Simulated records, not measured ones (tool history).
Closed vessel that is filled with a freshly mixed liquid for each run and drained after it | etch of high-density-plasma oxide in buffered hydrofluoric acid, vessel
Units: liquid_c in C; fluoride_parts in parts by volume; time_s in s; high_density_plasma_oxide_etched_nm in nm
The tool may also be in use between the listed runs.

run,hour,liquid_c,fluoride_parts,time_s,high_density_plasma_oxide_etched_nm
1,0,23,16,90,73.118
2,2.3,22,17,90,66.201
3,10.6,21.5,18,90,60.072
4,12.3,19,18,90,51.894
# hour 20.5: hydrofluoric acid flow meter replaced
5,20.5,19,18,90,46.855
6,22.7,19,20,90,42.528
7,31.1,18.5,20,90,40.907
8,36.2,17.5,20.5,90,38.276

The next listed run, before its measurement:
9,45.1,17,21.5,90,?

Run 9 gave high_density_plasma_oxide_etched_nm 36.026 nm.
